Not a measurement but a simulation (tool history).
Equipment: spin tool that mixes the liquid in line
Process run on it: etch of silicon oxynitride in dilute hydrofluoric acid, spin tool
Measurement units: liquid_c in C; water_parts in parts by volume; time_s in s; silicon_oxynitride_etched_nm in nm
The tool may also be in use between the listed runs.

run,hour,liquid_c,water_parts,time_s,silicon_oxynitride_etched_nm
1,0.0,24.0,135,70,1.7303
2,1.0,21.0,135,70,1.4959
3,1.9,19.5,135,70,1.3953
4,5.4,19.5,135,70,1.4054
5,14.4,21.5,120,70,1.7447
6,18.2,21.5,140,70,1.4871
7,24.1,23.0,125,70,1.7862
8,30.6,24.5,110,70,2.2354

Forecast run 9:
9,36.8,25.5,100,70,?

silicon_oxynitride_etched_nm: 2.5875 nm
